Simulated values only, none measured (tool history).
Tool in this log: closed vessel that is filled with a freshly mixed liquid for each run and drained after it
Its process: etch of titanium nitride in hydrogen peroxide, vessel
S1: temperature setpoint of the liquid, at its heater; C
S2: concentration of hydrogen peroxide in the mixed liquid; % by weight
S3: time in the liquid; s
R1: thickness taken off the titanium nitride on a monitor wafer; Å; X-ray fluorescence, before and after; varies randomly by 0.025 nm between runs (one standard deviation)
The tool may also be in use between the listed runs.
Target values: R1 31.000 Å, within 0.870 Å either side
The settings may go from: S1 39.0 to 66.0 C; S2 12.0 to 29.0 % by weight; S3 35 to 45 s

run    day    S1    S2  S3      R1
  1  0.000  55.0  19.5  45  19.533
  2  0.229  55.0  19.5  35  15.000
  3  0.325  55.0  17.5  35  15.003
  4  0.592  56.0  17.5  35  15.875
  5  0.679  57.0  17.5  35  17.135
  6  1.017  57.0  17.5  35  17.096
  7  1.058  57.0  17.5  35  17.041
  8  1.350  58.0  17.5  35  18.109
  9  1.567  59.0  17.5  35  19.703
 10  1.783  59.5  17.5  35  20.437
 11  2.100  60.0  17.5  35  21.418
 12  2.438  60.5  17.5  35  21.639
 13  2.554  61.0  17.5  35  22.656
 14  2.900  61.5  17.5  35  23.431
 15  3.117  62.0  17.5  35  24.154

4 candidate next runs follow, results not yet known. Just one meets every target within its allowed miss. Identify it.
  A  3.333  64.5  18.5  35   ?
  B  3.333  64.0  15.5  45   ?
  C  3.333  62.5  15.5  45   ?
  D  3.333  61.5  16.0  45   ?

move      R1
   A  28.946
   B  34.678
   C  31.379
   D  29.538
A: moves toward the targets from the last run without getting all of them in spec
B: the result that was furthest off in the last run now lies on the other side of its target
C: hits every target within its allowed miss
D: moves toward the targets from the last run without getting all of them in spec
C is the move that brings every result within its allowed miss.
